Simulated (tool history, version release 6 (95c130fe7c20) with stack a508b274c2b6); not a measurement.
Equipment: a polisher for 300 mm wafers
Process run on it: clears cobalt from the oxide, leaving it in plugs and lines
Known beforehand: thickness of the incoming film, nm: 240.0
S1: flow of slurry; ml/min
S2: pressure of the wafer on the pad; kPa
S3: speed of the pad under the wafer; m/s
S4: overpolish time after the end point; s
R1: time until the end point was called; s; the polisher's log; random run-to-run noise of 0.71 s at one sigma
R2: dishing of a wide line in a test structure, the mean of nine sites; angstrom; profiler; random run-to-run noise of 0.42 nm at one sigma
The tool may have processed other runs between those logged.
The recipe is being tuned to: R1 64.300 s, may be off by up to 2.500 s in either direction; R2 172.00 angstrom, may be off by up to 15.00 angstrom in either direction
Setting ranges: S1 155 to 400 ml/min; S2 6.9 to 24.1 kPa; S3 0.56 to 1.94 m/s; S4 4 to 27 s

run 1 hour=0.0 | S1=255 S2=15.2 S3=1.24 S4=14 | R1=40.586 R2=304.75
run 2 hour=0.9 | S1=255 S2=13.8 S3=1.24 S4=12 | R1=41.931 R2=294.98
run 3 hour=4.5 | S1=255 S2=10.3 S3=1.24 S4=12 | R1=51.682 R2=272.89
run 4 hour=10.4 | S1=255 S2=9.7 S3=1.22 S4=10 | R1=54.050 R2=259.17
run 5 hour=12.6 | S1=255 S2=9.7 S3=0.96 S4=10 | R1=69.105 R2=214.31
run 6 hour=15.0 | S1=255 S2=9.7 S3=0.96 S4=16 | R1=68.810 R2=261.42
run 7 hour=18.1 | S1=270 S2=10.3 S3=0.92 S4=13 | R1=68.114 R2=261.57
run 8 hour=20.3 | S1=250 S2=10.3 S3=0.92 S4=12 | R1=69.435 R2=246.18
run 9 hour=22.8 | S1=230 S2=10.3 S3=0.96 S4=10 | R1=67.330 R2=233.62
run 10 hour=30.1 | S1=255 S2=10.3 S3=0.96 S4=9 | R1=66.382 R2=217.49
run 11 hour=34.7 | S1=325 S2=9.7 S3=0.96 S4=4 | R1=68.234 R2=125.40
run 12 hour=39.0 | S1=310 S2=9.7 S3=0.96 S4=4 | R1=67.589 R2=129.08
run 13 hour=39.9 | S1=300 S2=9.7 S3=0.96 S4=4 | R1=67.160 R2=122.81
run 14 hour=45.5 | S1=285 S2=9.7 S3=0.96 S4=5 | R1=67.704 R2=148.19
run 15 hour=47.3 | S1=280 S2=9.7 S3=0.96 S4=5 | R1=68.266 R2=144.71
run 16 hour=53.8 | S1=275 S2=9.7 S3=0.96 S4=5 | R1=67.415 R2=152.92
run 17 hour=60.9 | S1=270 S2=9.7 S3=0.96 S4=5 | R1=68.079 R2=143.24
run 18 hour=67.2 | S1=335 S2=10.3 S3=0.96 S4=11 | R1=63.988 R2=252.05
run 19 hour=72.0 | S1=330 S2=10.3 S3=0.96 S4=10 | R1=65.053 R2=234.74
run 20 hour=72.8 | S1=325 S2=10.3 S3=0.96 S4=9 | R1=65.183 R2=216.36
run 21 hour=80.5 | S1=255 S2=11.0 S3=0.96 S4=4 | R1=62.880 R2=126.37
run 22 hour=89.4 | S1=255 S2=11.0 S3=0.98 S4=5 | R1=63.260 R2=152.67

Below are 4 possible settings for the next run. Only one of them brings all results inside the allowed miss of their targets. Which is it?
run A hour=98.3 | S1=260 S2=8.3 S3=1.12 S4=6 | R1=? R2=?
run B hour=98.3 | S1=275 S2=9.7 S3=1.10 S4=6 | R1=? R2=?
run C hour=98.3 | S1=280 S2=11.0 S3=1.04 S4=4 | R1=? R2=?
run D hour=98.3 | S1=325 S2=10.3 S3=0.90 S4=7 | R1=? R2=?

move=A R1=64.435 R2=172.27
move=B R1=59.830 R2=181.00
move=C R1=58.236 R2=138.25
move=D R1=68.721 R2=183.05
A: each result inside its tolerance
B: puts the biggest miss on target and leaves a different result outside tolerance
C: misses by more than the last run did
D: puts the biggest miss on target and leaves a different result outside tolerance
Correct choice: A, which meets every target

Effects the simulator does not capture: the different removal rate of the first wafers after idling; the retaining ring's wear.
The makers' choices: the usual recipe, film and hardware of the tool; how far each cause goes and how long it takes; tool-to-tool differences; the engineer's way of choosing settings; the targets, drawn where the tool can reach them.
